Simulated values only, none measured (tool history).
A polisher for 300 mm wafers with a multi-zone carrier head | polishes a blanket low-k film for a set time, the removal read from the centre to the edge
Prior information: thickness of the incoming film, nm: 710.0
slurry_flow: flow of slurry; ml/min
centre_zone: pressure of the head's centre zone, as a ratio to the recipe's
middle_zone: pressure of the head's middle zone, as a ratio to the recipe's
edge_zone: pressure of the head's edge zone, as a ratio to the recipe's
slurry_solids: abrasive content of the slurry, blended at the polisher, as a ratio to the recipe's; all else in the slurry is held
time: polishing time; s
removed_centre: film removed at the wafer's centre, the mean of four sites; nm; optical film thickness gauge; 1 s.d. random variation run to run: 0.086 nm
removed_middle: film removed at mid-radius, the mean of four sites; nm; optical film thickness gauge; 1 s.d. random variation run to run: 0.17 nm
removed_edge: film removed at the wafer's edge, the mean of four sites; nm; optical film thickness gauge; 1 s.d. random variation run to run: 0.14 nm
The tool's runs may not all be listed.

Run 1, day 0: slurry_flow 195 ml/min, centre_zone 1, middle_zone 1, edge_zone 1, slurry_solids 1, time 45 s. Result: removed_centre 18.421 nm, removed_middle 17.624 nm, removed_edge 17.977 nm.
Run 2, day 0.258: slurry_flow 190 ml/min, centre_zone 0.96, middle_zone 0.99, edge_zone 0.97, slurry_solids 0.85, time 43 s. Result: removed_centre 15.578 nm, removed_middle 15.745 nm, removed_edge 16.029 nm.
Run 3, day 0.354: slurry_flow 190 ml/min, centre_zone 0.95, middle_zone 0.99, edge_zone 0.94, slurry_solids 0.75, time 41 s. Result: removed_centre 13.838 nm, removed_middle 13.875 nm, removed_edge 13.764 nm.
Run 4, day 0.717: slurry_flow 185 ml/min, centre_zone 0.92, middle_zone 0.97, edge_zone 0.91, slurry_solids 0.7, time 41 s. Result: removed_centre 12.756 nm, removed_middle 13.495 nm, removed_edge 13.215 nm.
Run 5, day 0.871: slurry_flow 185 ml/min, centre_zone 0.92, middle_zone 1.05, edge_zone 0.91, slurry_solids 0.7, time 41 s. Result: removed_centre 12.749 nm, removed_middle 14.645 nm, removed_edge 13.003 nm.
Run 6, day 0.904: slurry_flow 175 ml/min, centre_zone 0.91, middle_zone 1.01, edge_zone 0.89, slurry_solids 0.65, time 41 s. Result: removed_centre 12.009 nm, removed_middle 13.171 nm, removed_edge 12.545 nm.
Run 7, day 1.192: slurry_flow 165 ml/min, centre_zone 0.91, middle_zone 1, edge_zone 0.87, slurry_solids 0.65, time 41 s. Result: removed_centre 12.018 nm, removed_middle 12.959 nm, removed_edge 11.979 nm.

Run 8, settings as shown, results not yet in. Your forecast:
Run 8, day 1.229: slurry_flow 155 ml/min, centre_zone 0.9, middle_zone 0.98, edge_zone 0.87, slurry_solids 0.65, time 41 s. Result: removed_centre ?, removed_middle ?, removed_edge ?.

removed_centre: 11.486 nm
removed_middle: 12.825 nm
removed_edge: 12.326 nm
